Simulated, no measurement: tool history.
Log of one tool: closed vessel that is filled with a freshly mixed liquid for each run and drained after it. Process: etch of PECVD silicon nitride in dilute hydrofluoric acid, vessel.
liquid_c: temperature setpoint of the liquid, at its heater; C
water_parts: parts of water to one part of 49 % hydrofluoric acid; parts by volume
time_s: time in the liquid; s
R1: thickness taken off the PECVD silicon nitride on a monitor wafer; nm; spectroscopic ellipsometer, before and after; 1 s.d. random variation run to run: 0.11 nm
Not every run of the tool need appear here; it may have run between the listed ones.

Run 1, hour 0: liquid_c 24 C, water_parts 145 parts by volume, time_s 620 s. Result: R1 8.1276 nm.
Run 2, hour 2.9: liquid_c 27 C, water_parts 145 parts by volume, time_s 620 s. Result: R1 9.8139 nm.
Run 3, hour 12.3: liquid_c 27.5 C, water_parts 145 parts by volume, time_s 620 s. Result: R1 9.8959 nm.
Run 4, hour 15.3: liquid_c 27.5 C, water_parts 105 parts by volume, time_s 620 s. Result: R1 13.798 nm.
Run 5, hour 23.3: liquid_c 27 C, water_parts 105 parts by volume, time_s 620 s. Result: R1 13.244 nm.
Run 6, hour 25.5: liquid_c 26.5 C, water_parts 105 parts by volume, time_s 620 s. Result: R1 12.726 nm.
Run 7, hour 29.6: liquid_c 26.5 C, water_parts 105 parts by volume, time_s 620 s. Result: R1 13.009 nm.

Estimate the outcome of run 8 from the log above:
Run 8, hour 35.1: liquid_c 26 C, water_parts 105 parts by volume, time_s 620 s. Result: R1 ?.

R1: 12.517 nm

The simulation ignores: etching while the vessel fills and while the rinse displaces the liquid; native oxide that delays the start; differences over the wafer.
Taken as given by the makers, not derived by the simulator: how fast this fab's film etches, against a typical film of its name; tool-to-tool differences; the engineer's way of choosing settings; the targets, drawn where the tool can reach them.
